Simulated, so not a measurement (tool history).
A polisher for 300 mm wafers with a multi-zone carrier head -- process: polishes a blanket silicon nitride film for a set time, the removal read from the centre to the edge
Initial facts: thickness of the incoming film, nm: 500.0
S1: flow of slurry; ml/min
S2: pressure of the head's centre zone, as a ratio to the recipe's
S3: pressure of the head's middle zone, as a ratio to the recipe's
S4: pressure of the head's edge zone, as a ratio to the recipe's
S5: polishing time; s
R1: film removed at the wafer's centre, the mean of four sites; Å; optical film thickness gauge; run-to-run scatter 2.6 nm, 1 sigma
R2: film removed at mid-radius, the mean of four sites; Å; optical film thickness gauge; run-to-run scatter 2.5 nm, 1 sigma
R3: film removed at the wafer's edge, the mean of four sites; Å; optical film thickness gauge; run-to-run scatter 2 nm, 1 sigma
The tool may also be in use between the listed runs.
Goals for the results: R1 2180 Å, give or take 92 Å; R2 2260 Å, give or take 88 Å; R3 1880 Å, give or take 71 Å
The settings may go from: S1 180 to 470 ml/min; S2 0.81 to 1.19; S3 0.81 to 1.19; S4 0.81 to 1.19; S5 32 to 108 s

| run | day | S1 | S2 | S3 | S4 | S5 | R1 | R2 | R3 |
|---|---|---|---|---|---|---|---|---|---|
| 1 | 0 | 300 | 1 | 1 | 1 | 70 | 1507.4 | 1489.1 | 1494.7 |
| 2 | 0.212 | 300 | 1.06 | 1 | 1 | 70 | 1556.6 | 1479.4 | 1469.6 |
| 3 | 0.583 | 300 | 1.06 | 1 | 1 | 63 | 1449.2 | 1315.8 | 1332.4 |
| 4 | 0.638 | 305 | 1.07 | 1.02 | 1 | 66 | 1477.8 | 1450.9 | 1374.7 |
| 5 | 0.879 | 305 | 1.07 | 1.02 | 1 | 75 | 1731.9 | 1644.2 | 1584.7 |
| 6 | 1.025 | 305 | 1.11 | 1.02 | 1 | 75 | 1777.4 | 1646.3 | 1616 |
| 7 | 1.188 | 310 | 1.12 | 1.03 | 1 | 76 | 1799.3 | 1679.5 | 1630 |
| 8 | 1.396 | 310 | 1.13 | 1.04 | 1 | 77 | 1879.2 | 1690.1 | 1637.1 |
| 9 | 1.517 | 315 | 1.13 | 1.06 | 1 | 78 | 1845.8 | 1718.1 | 1642.2 |
| 10 | 1.892 | 315 | 1.13 | 1.07 | 0.99 | 80 | 1938 | 1810.1 | 1694.9 |
| 11 | 2.129 | 315 | 1.13 | 1.08 | 0.99 | 81 | 1928.1 | 1853.9 | 1716.3 |
| 12 | 2.488 | 315 | 1.13 | 1.09 | 0.99 | 82 | 1925.3 | 1864 | 1752.7 |

Which single option among these 5 for the next run brings every result within its allowed miss of target? Just one does.
| A | 2.846 | 385 | 1.17 | 1.19 | 0.97 | 89 | ? | ? | ? |
| B | 2.846 | 210 | 0.95 | 1.11 | 1.13 | 90 | ? | ? | ? |
| C | 2.846 | 210 | 0.85 | 0.95 | 1.19 | 86 | ? | ? | ? |
| D | 2.846 | 265 | 0.92 | 1.11 | 1.13 | 78 | ? | ? | ? |
| E | 2.846 | 345 | 1.19 | 1.12 | 0.81 | 88 | ? | ? | ? |

| move | R1 | R2 | R3 |
|---|---|---|---|
| A | 2247.6 | 2195.2 | 1866.4 |
| B | 1801.8 | 1978 | 1950.2 |
| C | 1575.5 | 1657 | 1917.6 |
| D | 1564.7 | 1757.3 | 1721.9 |
| E | 2232.3 | 2043.3 | 1692.9 |
A: hits every target within its allowed miss
B: moves toward the targets from the last run without getting all of them in spec
C: the biggest miss grows against the last run
D: the biggest miss grows against the last run
E: moves toward the targets from the last run without getting all of them in spec
Correct choice: A, which meets every target
